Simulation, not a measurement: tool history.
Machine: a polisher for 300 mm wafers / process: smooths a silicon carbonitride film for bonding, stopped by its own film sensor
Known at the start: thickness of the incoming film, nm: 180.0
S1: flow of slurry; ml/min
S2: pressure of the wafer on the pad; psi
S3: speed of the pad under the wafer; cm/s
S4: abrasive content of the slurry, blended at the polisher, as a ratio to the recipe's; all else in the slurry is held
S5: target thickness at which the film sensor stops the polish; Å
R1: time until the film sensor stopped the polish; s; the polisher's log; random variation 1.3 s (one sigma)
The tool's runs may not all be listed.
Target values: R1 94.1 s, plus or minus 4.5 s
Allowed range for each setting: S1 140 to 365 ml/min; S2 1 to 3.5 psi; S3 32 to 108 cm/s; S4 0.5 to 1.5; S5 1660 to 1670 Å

run	hour	S1	S2	S3	S4	S5	R1
1	0	235	2.2	70	1	1660	70.46
2	8.6	235	2.1	70	1	1660	72.591
3	14.7	235	2.1	70	1.1	1660	69.792
4	19	235	2	70	1.1	1660	71.332
5	25.3	265	2	70	1.1	1660	72.773
6	33.9	265	2.4	70	1.1	1660	59.922
7	40.4	265	2.4	70	1.1	1660	59.435
8	42.7	265	2.2	70	1.1	1660	65.601

Pick the move, out of 4, that brings all results within their allowed miss; only one does.
A	45	230	1.4	70	1.1	1660	?
B	45	240	1.4	76	1.1	1660	?
C	45	250	1.3	74	1.05	1660	?
D	45	275	1.5	64	0.95	1660	?

move	R1
A	102.37
B	95.347
C	106.84
D	110.27
A: takes the result that was furthest off past its target
B: every result within its allowed miss
C: takes the result that was furthest off past its target
D: takes the result that was furthest off past its target
The right move is B.
